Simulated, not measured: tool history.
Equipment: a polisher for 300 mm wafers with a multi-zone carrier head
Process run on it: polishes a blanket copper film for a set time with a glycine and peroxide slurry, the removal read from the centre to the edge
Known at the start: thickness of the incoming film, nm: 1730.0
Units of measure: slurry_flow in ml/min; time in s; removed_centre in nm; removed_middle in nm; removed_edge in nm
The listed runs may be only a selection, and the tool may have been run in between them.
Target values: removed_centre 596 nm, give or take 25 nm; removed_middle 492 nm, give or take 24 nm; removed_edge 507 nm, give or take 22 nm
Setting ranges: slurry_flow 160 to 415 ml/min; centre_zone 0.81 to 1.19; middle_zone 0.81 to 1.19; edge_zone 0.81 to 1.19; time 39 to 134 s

run    day  slurry_flow  centre_zone  middle_zone  edge_zone  time  removed_centre  removed_middle  removed_edge
  1      0          265            1            1          1    86          379.56          374.04        394.66
  2  0.304          275         1.06         1.01       1.01    93           445.4          401.89        427.61
  3  0.417          275         1.06         0.96       1.01    93          442.42          382.88        425.12
  4   0.75          275         1.06         0.96       1.01   111           520.8          464.87        507.68
  5  1.071          275         1.06         0.96       1.07   111          532.54          475.95        528.94
       1.1  -- edge zone pressure recalibrated
  6    1.1          275         1.06         1.03       1.07   111          523.72          500.71        516.06
  7  1.329          285          1.1         1.03       1.06   111          555.85             491        508.84
  8  1.538          290         1.12         1.03       1.06   111          564.16          495.76        502.98
  9  1.654          290         1.13         1.02       1.06   111          564.23           489.3        515.62

Which single option among these 5 for the next run brings every result within its allowed miss of target? Just one does.
  A  1.771          310         1.11            1       1.09   110               ?               ?             ?
  B  1.771          305         1.05         0.96       1.12   113               ?               ?             ?
  C  1.771          415         1.08         1.09       1.08   102               ?               ?             ?
  D  1.771          240         1.18         1.02       0.98   115               ?               ?             ?
  E  1.771          300         1.18         1.06       1.14   101               ?               ?             ?

move  removed_centre  removed_middle  removed_edge
   A          556.15          479.01        519.85
   B          539.26          475.39        538.44
   C          514.23          487.64        488.25
   D          602.71          497.21        516.58
   E          541.64          460.04        482.91
A: moves away from the targets compared with the last run
B: moves away from the targets compared with the last run
C: moves away from the targets compared with the last run
D: every result lands within tolerance
E: moves away from the targets compared with the last run
The right move is D.
